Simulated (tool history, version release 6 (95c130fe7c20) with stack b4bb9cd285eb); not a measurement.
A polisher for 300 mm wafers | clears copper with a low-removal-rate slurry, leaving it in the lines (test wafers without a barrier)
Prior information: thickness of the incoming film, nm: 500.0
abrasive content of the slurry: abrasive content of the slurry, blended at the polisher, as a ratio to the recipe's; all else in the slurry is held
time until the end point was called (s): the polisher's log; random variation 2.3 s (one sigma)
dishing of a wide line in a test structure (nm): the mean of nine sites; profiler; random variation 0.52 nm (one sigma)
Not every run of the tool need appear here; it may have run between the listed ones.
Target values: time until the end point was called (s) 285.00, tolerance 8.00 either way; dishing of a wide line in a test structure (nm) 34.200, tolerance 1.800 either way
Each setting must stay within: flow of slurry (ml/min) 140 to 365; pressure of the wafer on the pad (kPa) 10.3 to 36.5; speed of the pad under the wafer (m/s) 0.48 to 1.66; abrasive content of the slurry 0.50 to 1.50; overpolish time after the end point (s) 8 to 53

| run | day | flow of slurry (ml/min) | pressure of the wafer on the pad (kPa) | speed of the pad under the wafer (m/s) | abrasive content of the slurry | overpolish time after the end point (s) | time until the end point was called (s) | dishing of a wide line in a test structure (nm) |
|---|---|---|---|---|---|---|---|---|
| 1 | 0.000 | 235 | 23.4 | 1.06 | 1.00 | 27 | 154.39 | 37.406 |
| 2 | 0.283 | 235 | 23.4 | 1.06 | 0.85 | 27 | 160.84 | 35.493 |
| 3 | 0.508 | 210 | 23.4 | 1.06 | 0.85 | 27 | 160.85 | 35.310 |
| 4 | 0.775 | 210 | 23.4 | 1.06 | 0.70 | 27 | 172.63 | 33.912 |
| 5 | 0.817 | 210 | 23.4 | 1.06 | 0.70 | 32 | 173.17 | 36.772 |
| 6 | 1.192 | 210 | 17.2 | 1.06 | 0.70 | 32 | 236.53 | 32.228 |
| 7 | 1.488 | 210 | 16.5 | 1.06 | 0.70 | 33 | 243.06 | 31.112 |
| 8 | 1.571 | 210 | 16.5 | 1.06 | 0.70 | 33 | 238.54 | 31.420 |
| 9 | 1.662 | 210 | 15.9 | 1.06 | 0.70 | 35 | 251.21 | 30.858 |
| 10 | 1.867 | 210 | 15.9 | 1.06 | 0.70 | 37 | 252.10 | 32.401 |
| 11 | 2.196 | 210 | 15.9 | 1.06 | 0.70 | 38 | 251.26 | 33.457 |
|  | 2.438 | slurry blender recalibrated |
| 12 | 2.438 | 210 | 15.2 | 1.06 | 0.70 | 39 | 245.28 | 33.282 |
| 13 | 2.625 | 210 | 15.2 | 1.06 | 0.70 | 39 | 247.05 | 33.858 |
| 14 | 2.850 | 205 | 14.5 | 1.06 | 0.70 | 40 | 257.69 | 33.238 |
| 15 | 3.012 | 205 | 13.8 | 1.06 | 0.70 | 41 | 270.73 | 33.043 |
| 16 | 3.371 | 195 | 12.4 | 1.06 | 0.70 | 45 | 298.83 | 32.621 |
| 17 | 3.675 | 200 | 12.4 | 1.06 | 0.70 | 45 | 300.59 | 32.127 |
| 18 | 3.867 | 205 | 12.4 | 1.06 | 0.70 | 45 | 300.72 | 32.368 |

4 candidate next runs follow, results not yet known. Just one meets every target within its allowed miss. Identify it.
| A | 4.058 | 225 | 15.9 | 0.90 | 0.75 | 43 | ? | ? |
| B | 4.058 | 235 | 15.2 | 0.82 | 0.85 | 46 | ? | ? |
| C | 4.058 | 290 | 15.2 | 0.72 | 0.90 | 50 | ? | ? |
| D | 4.058 | 200 | 12.4 | 1.10 | 0.75 | 37 | ? | ? |

| move | time until the end point was called (s) | dishing of a wide line in a test structure (nm) |
|---|---|---|
| A | 265.11 | 33.840 |
| B | 286.51 | 33.576 |
| C | 306.85 | 33.814 |
| D | 286.50 | 29.603 |
A: carries the result that was furthest off beyond its target, to the other side
B: all results in spec
C: misses by more than the last run did
D: brings the result that was furthest off to its target, and leaves another outside
B meets every target.

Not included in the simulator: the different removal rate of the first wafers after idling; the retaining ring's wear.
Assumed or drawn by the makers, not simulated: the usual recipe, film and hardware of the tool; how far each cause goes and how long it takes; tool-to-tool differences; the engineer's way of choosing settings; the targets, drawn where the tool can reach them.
